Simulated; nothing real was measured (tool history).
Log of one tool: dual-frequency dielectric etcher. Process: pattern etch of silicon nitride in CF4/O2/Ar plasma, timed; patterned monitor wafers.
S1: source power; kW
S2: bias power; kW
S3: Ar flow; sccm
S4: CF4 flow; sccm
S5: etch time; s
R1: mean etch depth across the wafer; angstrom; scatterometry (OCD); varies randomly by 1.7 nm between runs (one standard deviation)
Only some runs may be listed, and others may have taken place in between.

run,hour,S1,S2,S3,S4,S5,R1
1,0,0.41,0.059,85,97,426,6923.5
2,3.2,0.45,0.059,85,97,426,7567.6
3,10.2,0.45,0.059,90,97,426,7514.9
4,16.5,0.45,0.059,90,106,426,7617.4
5,19.8,0.43,0.059,90,106,426,7314.3
6,23,0.43,0.064,90,106,426,7457
7,30.2,0.41,0.064,90,106,426,7132.6

For run 8, what comes out?
8,32.5,0.4,0.064,90,106,426,?

{"run 8": {"R1": 6986.6}}
